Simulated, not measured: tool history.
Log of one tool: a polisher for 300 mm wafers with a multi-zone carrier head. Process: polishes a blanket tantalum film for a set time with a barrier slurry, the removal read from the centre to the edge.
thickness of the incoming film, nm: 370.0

run,hour,flow of slurry (ml/min),pressure of the head's centre zone,pressure of the head's middle zone,pressure of the head's edge zone,abrasive content of the slurry,polishing time (s),film removed at the wafer's centre (nm),film removed at mid-radius (nm),film removed at the wafer's edge (nm)
1,0.0,120,1.00,1.00,1.00,1.00,41,59.297,58.858,60.915
2,6.0,120,0.95,1.00,1.00,1.00,41,56.492,59.037,59.819
3,13.4,120,0.96,1.00,1.02,1.05,41,57.196,59.955,62.224
4,17.7,125,0.98,1.01,1.04,1.10,41,61.284,61.337,65.641
5,22.7,130,0.98,1.03,1.06,1.10,41,59.857,64.380,64.282
6,24.5,130,0.98,1.03,1.07,1.15,41,60.609,62.907,65.279
7,29.8,135,0.98,1.03,1.08,1.20,42,65.044,65.683,68.088
8,38.7,135,0.98,1.03,1.09,1.25,43,66.028,67.614,70.874
9,41.2,135,0.98,1.03,1.10,1.30,43,66.684,69.244,71.879
10,47.8,135,0.98,1.03,1.11,1.30,43,65.279,68.343,71.725
11,56.0,140,0.98,1.03,1.12,1.30,43,67.742,69.696,73.178

Forecast run 12:
12,60.7,145,0.98,1.03,1.13,1.30,43,?,?,?

{"run 12": {"film removed at the wafer's centre (nm)": 69.44, "film removed at mid-radius (nm)": 69.177, "film removed at the wafer's edge (nm)": 73.633}}

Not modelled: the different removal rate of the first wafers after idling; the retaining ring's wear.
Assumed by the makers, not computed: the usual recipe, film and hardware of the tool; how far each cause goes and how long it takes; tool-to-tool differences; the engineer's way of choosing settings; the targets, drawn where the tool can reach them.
